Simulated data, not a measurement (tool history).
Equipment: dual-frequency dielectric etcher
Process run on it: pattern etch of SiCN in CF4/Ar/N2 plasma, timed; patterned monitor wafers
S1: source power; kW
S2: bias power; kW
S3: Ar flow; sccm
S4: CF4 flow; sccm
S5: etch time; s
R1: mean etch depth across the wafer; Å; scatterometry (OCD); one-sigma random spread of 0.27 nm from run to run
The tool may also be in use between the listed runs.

run	day	S1	S2	S3	S4	S5	R1
1	0.000	0.490	0.054	112	79	83	770.13
2	0.292	0.490	0.063	112	79	83	820.37
3	0.633	0.490	0.063	112	79	75	736.50
4	0.908	0.480	0.063	112	79	75	730.21
5	0.988	0.480	0.059	112	79	75	709.66
6	1.075	0.480	0.059	103	79	75	723.04
7	1.217	0.470	0.059	103	79	75	713.24

The next listed run, before its measurement:
# day 1.421: wet clean of the chamber
8	1.421	0.460	0.059	103	79	75	?

Run 8 came out at R1 672.20 Å.

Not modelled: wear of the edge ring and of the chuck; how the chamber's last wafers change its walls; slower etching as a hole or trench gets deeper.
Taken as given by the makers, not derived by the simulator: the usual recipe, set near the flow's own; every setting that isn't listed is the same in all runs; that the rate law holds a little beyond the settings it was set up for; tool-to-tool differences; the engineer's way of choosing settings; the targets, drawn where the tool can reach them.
